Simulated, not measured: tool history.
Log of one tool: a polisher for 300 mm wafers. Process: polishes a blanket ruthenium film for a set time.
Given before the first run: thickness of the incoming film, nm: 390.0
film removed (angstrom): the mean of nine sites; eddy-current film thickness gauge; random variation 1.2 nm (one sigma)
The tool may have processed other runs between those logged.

run,hour,flow of slurry (ml/min),pressure of the wafer on the pad (kPa),speed of the pad under the wafer (cm/s),polishing time (s),film removed (angstrom)
1,0.0,215,9.0,100,90,616.27
2,5.9,215,6.2,100,90,430.37
3,8.9,215,7.6,100,90,527.72
4,10.7,215,7.6,84,90,451.99
5,19.2,190,7.6,84,90,441.58
6,23.8,195,9.7,86,90,576.24

Run 7 has not been measured yet. What should we expect?
7,31.2,200,11.0,88,90,?

Run 7 gave film removed (angstrom) 668.86.
